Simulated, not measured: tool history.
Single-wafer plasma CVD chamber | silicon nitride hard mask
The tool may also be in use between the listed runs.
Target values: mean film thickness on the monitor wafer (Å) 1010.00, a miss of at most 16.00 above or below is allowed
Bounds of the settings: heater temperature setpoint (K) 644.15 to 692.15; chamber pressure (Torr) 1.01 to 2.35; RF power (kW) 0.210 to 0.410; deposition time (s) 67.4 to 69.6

run  hour  heater temperature setpoint (K)  chamber pressure (Torr)  RF power (kW)  deposition time (s)  mean film thickness on the monitor wafer (Å)
  1   0.0                           668.15                     1.68          0.310                 67.4                                        827.45
  2   4.5                           668.15                     1.76          0.315                 67.4                                        851.27
  3  10.3                           668.15                     1.83          0.320                 67.4                                        870.10
  4  11.6                           668.15                     1.89          0.325                 67.4                                        893.43
  5  17.5                           668.15                     1.89          0.325                 67.4                                        894.73
  6  20.3                           668.15                     1.95          0.325                 67.4                                        901.53
  7  26.4                           668.15                     2.00          0.330                 67.4                                        910.50
  8  32.6                           668.15                     2.04          0.335                 67.4                                        925.66
  9  39.2                           668.15                     2.07          0.340                 67.4                                        934.29
 10  41.5                           668.15                     2.10          0.345                 67.4                                        956.52
 11  44.2                           668.15                     2.13          0.345                 67.4                                        957.39
 12  50.6                           668.15                     2.15          0.345                 67.4                                        949.85
 13  54.0                           668.15                     2.17          0.350                 67.4                                        967.88
 14  59.9                           668.15                     2.19          0.350                 67.4                                        974.61

Pick the move, out of 5, that brings all results within their allowed miss; only one does.
  A  65.8                           671.15                     2.32          0.325                 68.6                                             ?
  B  65.8                           667.15                     2.09          0.355                 68.2                                             ?
  C  65.8                           648.15                     2.35          0.345                 68.4                                             ?
  D  65.8                           655.15                     2.34          0.300                 69.0                                             ?
  E  65.8                           662.15                     1.86          0.340                 69.3                                             ?

move  mean film thickness on the monitor wafer (Å)
   A                                        960.17
   B                                        981.34
   C                                       1008.20
   D                                        925.57
   E                                        939.67
A: further off than the last run
B: gains on the last run, yet a result remains outside its allowed miss
C: each result inside its tolerance
D: further off than the last run
E: further off than the last run
C is the move that brings every result within its allowed miss.

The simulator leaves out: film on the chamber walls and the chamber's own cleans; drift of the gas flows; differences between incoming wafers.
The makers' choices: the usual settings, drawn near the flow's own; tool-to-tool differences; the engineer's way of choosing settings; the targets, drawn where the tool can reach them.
